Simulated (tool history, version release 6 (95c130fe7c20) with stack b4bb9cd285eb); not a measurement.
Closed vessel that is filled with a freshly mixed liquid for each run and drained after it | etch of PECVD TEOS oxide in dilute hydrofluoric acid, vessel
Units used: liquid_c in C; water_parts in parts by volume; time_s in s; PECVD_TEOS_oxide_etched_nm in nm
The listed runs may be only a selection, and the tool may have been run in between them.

run	hour	liquid_c	water_parts	time_s	PECVD_TEOS_oxide_etched_nm
1	0.0	21.0	200	30	1.9395
2	6.9	23.5	195	30	2.1737
3	12.7	23.5	195	30	2.2016
4	17.2	23.5	235	30	1.7661
5	20.3	23.5	235	30	1.7701
6	21.4	25.0	220	30	2.0317

Run 7 comes next. What will it give?
7	26.5	26.0	210	30	?

For run 7 the tool returned PECVD_TEOS_oxide_etched_nm 2.2097 nm.

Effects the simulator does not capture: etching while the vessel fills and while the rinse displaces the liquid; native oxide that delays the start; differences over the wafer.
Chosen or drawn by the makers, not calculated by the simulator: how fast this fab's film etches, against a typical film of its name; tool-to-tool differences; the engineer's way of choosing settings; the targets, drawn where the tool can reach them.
